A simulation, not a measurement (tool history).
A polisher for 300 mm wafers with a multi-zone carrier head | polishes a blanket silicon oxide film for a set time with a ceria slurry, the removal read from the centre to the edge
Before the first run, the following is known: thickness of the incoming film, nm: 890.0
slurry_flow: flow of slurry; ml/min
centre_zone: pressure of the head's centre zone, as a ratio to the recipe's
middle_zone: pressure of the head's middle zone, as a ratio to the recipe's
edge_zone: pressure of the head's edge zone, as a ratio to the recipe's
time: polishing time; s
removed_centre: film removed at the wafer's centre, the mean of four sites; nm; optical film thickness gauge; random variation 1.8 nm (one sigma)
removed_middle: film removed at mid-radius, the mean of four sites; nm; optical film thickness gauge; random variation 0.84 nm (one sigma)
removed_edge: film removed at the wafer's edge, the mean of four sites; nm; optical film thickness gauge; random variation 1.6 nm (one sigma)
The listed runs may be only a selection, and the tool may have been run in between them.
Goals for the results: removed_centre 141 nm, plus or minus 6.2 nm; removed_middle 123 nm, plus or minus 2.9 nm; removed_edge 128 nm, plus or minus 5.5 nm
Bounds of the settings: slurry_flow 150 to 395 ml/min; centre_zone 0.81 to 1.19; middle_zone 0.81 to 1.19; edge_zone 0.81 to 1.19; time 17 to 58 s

{"run": 1, "day": 0.0, "slurry_flow": 250, "centre_zone": 1, "middle_zone": 1, "edge_zone": 1, "time": 37, "removed_centre": 228.19, "removed_middle": 236.78, "removed_edge": 232.86}
{"run": 2, "day": 0.283, "slurry_flow": 245, "centre_zone": 1, "middle_zone": 0.98, "edge_zone": 0.98, "time": 35, "removed_centre": 212.65, "removed_middle": 217.66, "removed_edge": 218.37}
{"run": 3, "day": 0.412, "slurry_flow": 245, "centre_zone": 1, "middle_zone": 0.98, "edge_zone": 0.98, "time": 41, "removed_centre": 244.71, "removed_middle": 259.09, "removed_edge": 260.8}
{"run": 4, "day": 0.712, "slurry_flow": 245, "centre_zone": 1, "middle_zone": 0.97, "edge_zone": 0.97, "time": 38, "removed_centre": 236.04, "removed_middle": 238.66, "removed_edge": 227.11}
{"run": 5, "day": 0.892, "slurry_flow": 245, "centre_zone": 1, "middle_zone": 0.97, "edge_zone": 0.97, "time": 30, "removed_centre": 183.48, "removed_middle": 188.01, "removed_edge": 188.26}
{"run": 6, "day": 0.983, "slurry_flow": 240, "centre_zone": 1.01, "middle_zone": 0.95, "edge_zone": 0.95, "time": 29, "removed_centre": 180.88, "removed_middle": 180.82, "removed_edge": 177.18}
{"run": 7, "day": 1.312, "slurry_flow": 235, "centre_zone": 1.01, "middle_zone": 0.93, "edge_zone": 0.95, "time": 28, "removed_centre": 172.17, "removed_middle": 165.41, "removed_edge": 169.17}
{"run": 8, "day": 1.542, "slurry_flow": 230, "centre_zone": 1.01, "middle_zone": 0.92, "edge_zone": 0.93, "time": 28, "removed_centre": 170.74, "removed_middle": 164.37, "removed_edge": 169.13}
{"run": 9, "day": 1.642, "slurry_flow": 230, "centre_zone": 1.01, "middle_zone": 0.91, "edge_zone": 0.92, "time": 27, "removed_centre": 166.4, "removed_middle": 158.58, "removed_edge": 164.48}
{"day": 1.708, "done": "slurry nozzle cleaned"}
{"run": 10, "day": 1.708, "slurry_flow": 230, "centre_zone": 1.02, "middle_zone": 0.9, "edge_zone": 0.91, "time": 26, "removed_centre": 162.78, "removed_middle": 157.79, "removed_edge": 158.11}
{"run": 11, "day": 2.058, "slurry_flow": 225, "centre_zone": 1.03, "middle_zone": 0.89, "edge_zone": 0.91, "time": 25, "removed_centre": 162.51, "removed_middle": 149.88, "removed_edge": 151.98}
{"run": 12, "day": 2.138, "slurry_flow": 225, "centre_zone": 1.03, "middle_zone": 0.89, "edge_zone": 0.91, "time": 25, "removed_centre": 160.04, "removed_middle": 149.84, "removed_edge": 153.58}
{"run": 13, "day": 2.333, "slurry_flow": 220, "centre_zone": 1.03, "middle_zone": 0.88, "edge_zone": 0.9, "time": 24, "removed_centre": 152.59, "removed_middle": 142.89, "removed_edge": 147.7}
{"run": 14, "day": 2.442, "slurry_flow": 220, "centre_zone": 1.04, "middle_zone": 0.87, "edge_zone": 0.89, "time": 24, "removed_centre": 151.42, "removed_middle": 139.47, "removed_edge": 144.79}
{"run": 15, "day": 2.792, "slurry_flow": 220, "centre_zone": 1.04, "middle_zone": 0.87, "edge_zone": 0.89, "time": 24, "removed_centre": 155, "removed_middle": 142.53, "removed_edge": 146.25}

Which single option among these 4 for the next run brings every result within its allowed miss of target? Just one does.
{"run": "A", "day": 3.142, "slurry_flow": 220, "centre_zone": 0.88, "middle_zone": 0.81, "edge_zone": 0.95, "time": 30, "removed_centre": "?", "removed_middle": "?", "removed_edge": "?"}
{"run": "B", "day": 3.142, "slurry_flow": 150, "centre_zone": 0.89, "middle_zone": 0.88, "edge_zone": 1.02, "time": 27, "removed_centre": "?", "removed_middle": "?", "removed_edge": "?"}
{"run": "C", "day": 3.142, "slurry_flow": 225, "centre_zone": 0.87, "middle_zone": 1.15, "edge_zone": 0.81, "time": 22, "removed_centre": "?", "removed_middle": "?", "removed_edge": "?"}
{"run": "D", "day": 3.142, "slurry_flow": 335, "centre_zone": 1.11, "middle_zone": 0.9, "edge_zone": 0.98, "time": 20, "removed_centre": "?", "removed_middle": "?", "removed_edge": "?"}

move=A removed_centre=163.07 removed_middle=165.14 removed_edge=187.71
move=B removed_centre=142.92 removed_middle=153.81 removed_edge=170.34
move=C removed_centre=118.86 removed_middle=162.85 removed_edge=127.66
move=D removed_centre=139.92 removed_middle=123.89 removed_edge=130.01
A: its largest miss is bigger than the last run's
B: its largest miss is bigger than the last run's
C: its largest miss is bigger than the last run's
D: all results land within tolerance of their targets
D is the move that brings every result within its allowed miss.
